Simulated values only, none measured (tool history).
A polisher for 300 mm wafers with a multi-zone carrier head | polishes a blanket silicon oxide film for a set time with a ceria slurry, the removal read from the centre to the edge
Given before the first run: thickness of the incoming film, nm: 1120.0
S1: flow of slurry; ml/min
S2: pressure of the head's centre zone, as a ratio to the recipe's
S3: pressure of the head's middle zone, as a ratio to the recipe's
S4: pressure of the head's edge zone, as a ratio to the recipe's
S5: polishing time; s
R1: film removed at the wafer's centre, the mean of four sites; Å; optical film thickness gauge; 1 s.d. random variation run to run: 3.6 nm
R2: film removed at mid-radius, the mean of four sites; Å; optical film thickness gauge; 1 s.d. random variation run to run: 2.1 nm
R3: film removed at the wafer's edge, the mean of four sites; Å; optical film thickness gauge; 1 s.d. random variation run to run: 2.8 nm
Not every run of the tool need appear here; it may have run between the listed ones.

run 1 hour=0.0 | S1=125 S2=1.00 S3=1.00 S4=1.00 S5=89 | R1=2330.8 R2=2295.7 R3=2298.6
run 2 hour=3.0 | S1=125 S2=1.00 S3=1.00 S4=0.93 S5=89 | R1=2341.7 R2=2285.1 R3=2277.7
run 3 hour=6.8 | S1=125 S2=1.00 S3=1.00 S4=0.88 S5=89 | R1=2363.5 R2=2296.5 R3=2214.9
run 4 hour=12.8 | S1=135 S2=1.02 S3=0.99 S4=0.94 S5=93 | R1=2532.1 R2=2424.2 R3=2419.9
run 5 hour=20.5 | S1=135 S2=1.02 S3=0.99 S4=0.90 S5=93 | R1=2584.8 R2=2426.0 R3=2406.1
run 6 hour=26.7 | S1=135 S2=1.02 S3=0.99 S4=0.90 S5=77 | R1=2081.5 R2=1987.7 R3=1950.6
run 7 hour=29.5 | S1=145 S2=1.04 S3=0.98 S4=0.95 S5=84 | R1=2371.2 R2=2203.2 R3=2229.0
run 8 hour=34.0 | S1=155 S2=1.06 S3=0.98 S4=0.99 S5=88 | R1=2580.4 R2=2328.7 R3=2400.3

Run 9 is up next; what results do you expect?
run 9 hour=39.2 | S1=165 S2=1.06 S3=0.98 S4=1.02 S5=91 | R1=? R2=? R3=?

For run 9 the tool returned R1 2683.9 Å, R2 2478.5 Å, R3 2522.6 Å.
